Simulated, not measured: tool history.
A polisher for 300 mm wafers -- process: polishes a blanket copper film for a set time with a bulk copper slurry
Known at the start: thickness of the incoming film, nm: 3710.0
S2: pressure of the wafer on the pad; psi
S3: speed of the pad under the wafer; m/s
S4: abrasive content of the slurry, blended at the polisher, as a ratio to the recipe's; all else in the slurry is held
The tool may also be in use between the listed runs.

Run 1, day 0: flow of slurry (ml/min) 220, S2 2.8 psi, S3 1.24 m/s, S4 1, polishing time (s) 42. Result: film removed (Å) 4743.8.
Run 2, day 0.062: flow of slurry (ml/min) 220, S2 2.7 psi, S3 1.24 m/s, S4 1, polishing time (s) 42. Result: film removed (Å) 4586.4.
Run 3, day 0.433: flow of slurry (ml/min) 180, S2 2.7 psi, S3 1.24 m/s, S4 1, polishing time (s) 42. Result: film removed (Å) 4473.8.
Run 4, day 0.525: flow of slurry (ml/min) 180, S2 2.7 psi, S3 1.24 m/s, S4 1.2, polishing time (s) 42. Result: film removed (Å) 4544.
Run 5, day 0.858: flow of slurry (ml/min) 180, S2 2.7 psi, S3 1.24 m/s, S4 1, polishing time (s) 42. Result: film removed (Å) 4514.7.
Run 6, day 0.996: flow of slurry (ml/min) 180, S2 2.6 psi, S3 1.24 m/s, S4 1, polishing time (s) 42. Result: film removed (Å) 4308.3.

What does the tool deliver on the next run?
Run 7, day 1.117: flow of slurry (ml/min) 175, S2 1.8 psi, S3 1.22 m/s, S4 1, polishing time (s) 42. Result: film removed (Å) ?.

film removed (Å): 2980.7
